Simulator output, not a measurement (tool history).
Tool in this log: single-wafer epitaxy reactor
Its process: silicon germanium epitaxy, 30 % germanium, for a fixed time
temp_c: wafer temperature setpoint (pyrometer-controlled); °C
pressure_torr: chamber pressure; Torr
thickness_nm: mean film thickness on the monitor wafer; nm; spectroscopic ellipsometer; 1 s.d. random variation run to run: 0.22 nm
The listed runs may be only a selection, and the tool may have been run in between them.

run	day	temp_c	pressure_torr	thickness_nm
1	0	595	25.4	64.452
2	0.129	595	21.9	61.423
3	0.212	593	21.8	59.612
4	0.5	593	26.3	62.781
5	0.608	601	26.3	72.198
6	0.933	601	28.1	73.207

Run 7, settings as shown, results not yet in. Your forecast:
7	1.25	597	28	?

{"run 7": {"thickness_nm": 67.891}}
